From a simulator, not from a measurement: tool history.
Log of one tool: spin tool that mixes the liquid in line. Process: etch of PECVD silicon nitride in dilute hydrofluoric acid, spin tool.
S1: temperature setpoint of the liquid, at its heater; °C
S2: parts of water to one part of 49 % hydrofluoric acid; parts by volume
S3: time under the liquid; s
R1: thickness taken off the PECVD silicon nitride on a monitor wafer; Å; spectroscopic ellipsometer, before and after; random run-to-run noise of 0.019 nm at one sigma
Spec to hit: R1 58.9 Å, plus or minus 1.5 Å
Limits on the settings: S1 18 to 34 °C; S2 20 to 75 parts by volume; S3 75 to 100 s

run  hour    S1  S2   S3      R1
  1     0    26  45  100  41.114
  2   1.4  26.5  45  100   42.69
  3   7.6    27  45  100   43.89
  4  12.2    27  45   75  32.834
  5  15.6    27  45  100  44.128
  6  17.6  27.5  45  100  45.241
  7  24.6    28  45  100  47.018
  8  28.8  28.5  45  100  48.486
  9  32.6    29  45  100  50.052
 10  35.7  30.5  45  100  55.134

5 candidate next runs follow, results not yet known. Just one meets every target within its allowed miss. Identify it.
  A  38.8  32.5  50  90   ?
  B  38.8  33.5  50  85   ?
  C  38.8  31.5  40  90   ?
  D  38.8    31  45  95   ?
  E  38.8    30  45  90   ?

move      R1
   A   50.81
   B  51.103
   C  59.491
   D  54.129
   E  48.086
A: further off than the last run
B: further off than the last run
C: in spec on every target
D: further off than the last run
E: further off than the last run
C is the move that brings every result within its allowed miss.

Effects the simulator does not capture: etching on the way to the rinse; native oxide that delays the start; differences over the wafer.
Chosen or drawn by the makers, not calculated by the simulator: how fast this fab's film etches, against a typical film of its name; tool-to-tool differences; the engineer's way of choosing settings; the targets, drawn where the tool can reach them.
